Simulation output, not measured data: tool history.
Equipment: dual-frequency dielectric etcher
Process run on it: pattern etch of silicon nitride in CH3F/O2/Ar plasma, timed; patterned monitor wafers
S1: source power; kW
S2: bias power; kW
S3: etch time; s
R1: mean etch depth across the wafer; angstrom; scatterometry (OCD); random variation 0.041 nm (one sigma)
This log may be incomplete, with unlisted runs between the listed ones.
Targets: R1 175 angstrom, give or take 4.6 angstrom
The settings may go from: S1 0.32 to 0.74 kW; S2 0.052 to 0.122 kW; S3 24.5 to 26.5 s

{"run": 1, "hour": 0.0, "S1": 0.53, "S2": 0.087, "S3": 26.5, "R1": 219.74}
{"run": 2, "hour": 5.6, "S1": 0.5, "S2": 0.083, "S3": 26.5, "R1": 208.07}
{"run": 3, "hour": 9.2, "S1": 0.47, "S2": 0.082, "S3": 26.5, "R1": 199.81}
{"run": 4, "hour": 11.4, "S1": 0.47, "S2": 0.098, "S3": 26.5, "R1": 214.83}
{"run": 5, "hour": 13.0, "S1": 0.47, "S2": 0.098, "S3": 26.5, "R1": 215.77}
{"run": 6, "hour": 17.9, "S1": 0.45, "S2": 0.096, "S3": 26.5, "R1": 209}
{"run": 7, "hour": 22.0, "S1": 0.35, "S2": 0.078, "S3": 25.5, "R1": 155.4}
{"run": 8, "hour": 24.7, "S1": 0.36, "S2": 0.078, "S3": 25.5, "R1": 158.29}

Next run, 4 choices. One meets every target within its allowed miss, the rest don't. Which?
{"run": "A", "hour": 27.4, "S1": 0.46, "S2": 0.082, "S3": 25, "R1": "?"}
{"run": "B", "hour": 27.4, "S1": 0.4, "S2": 0.085, "S3": 26.5, "R1": "?"}
{"run": "C", "hour": 27.4, "S1": 0.39, "S2": 0.078, "S3": 26.5, "R1": "?"}
{"run": "D", "hour": 27.4, "S1": 0.51, "S2": 0.066, "S3": 26, "R1": "?"}

move=A R1=186.13
move=B R1=183.46
move=C R1=173.86
move=D R1=187.99
A: the result that was furthest off in the last run now lies on the other side of its target
B: the result that was furthest off in the last run now lies on the other side of its target
C: meets every target
D: the result that was furthest off in the last run now lies on the other side of its target
Correct choice: C, which meets every target

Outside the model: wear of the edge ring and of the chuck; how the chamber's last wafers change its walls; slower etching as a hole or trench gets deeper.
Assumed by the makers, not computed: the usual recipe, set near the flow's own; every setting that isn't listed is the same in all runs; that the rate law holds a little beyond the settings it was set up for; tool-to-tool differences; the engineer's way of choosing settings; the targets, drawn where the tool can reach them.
